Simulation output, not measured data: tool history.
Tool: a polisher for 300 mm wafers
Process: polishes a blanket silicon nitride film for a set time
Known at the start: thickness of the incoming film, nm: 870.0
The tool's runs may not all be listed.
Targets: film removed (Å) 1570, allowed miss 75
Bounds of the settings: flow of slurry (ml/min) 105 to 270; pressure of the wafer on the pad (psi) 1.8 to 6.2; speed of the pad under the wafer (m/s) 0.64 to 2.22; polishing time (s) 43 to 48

run	hour	flow of slurry (ml/min)	pressure of the wafer on the pad (psi)	speed of the pad under the wafer (m/s)	polishing time (s)	film removed (Å)
1	0	175	4	1.42	48	1102.9
2	2.3	175	4	1.22	48	1035.2
3	4.7	205	4	1.22	48	1040.7
4	7.2	205	4.7	1.22	48	1208.4
5	13.2	205	4.7	1.5	48	1351
6	18.5	205	4.3	1.5	48	1265.8
7	19.1	205	4.5	1.52	48	1298.1
8	27.1	205	4.7	1.54	48	1392.6
9	35.3	205	4.8	1.54	48	1428.1
10	42.8	205	4.9	1.54	48	1466.6
11	51.6	205	5	1.54	48	1494.8

5 next moves are on the table. One of them brings every result within its allowed miss. Which?
A	60.4	155	5.6	1.86	48	?
B	60.4	190	5.3	1.56	48	?
C	60.4	175	6.2	1.38	48	?
D	60.4	200	4.9	1.48	48	?
E	60.4	190	4.9	1.62	45	?

move	film removed (Å)
A	1775.7
B	1564.9
C	1685.8
D	1416.8
E	1388.3
A: takes the result that was furthest off past its target
B: meets every target
C: takes the result that was furthest off past its target
D: further off than the last run
E: further off than the last run
Move B is the one to make.
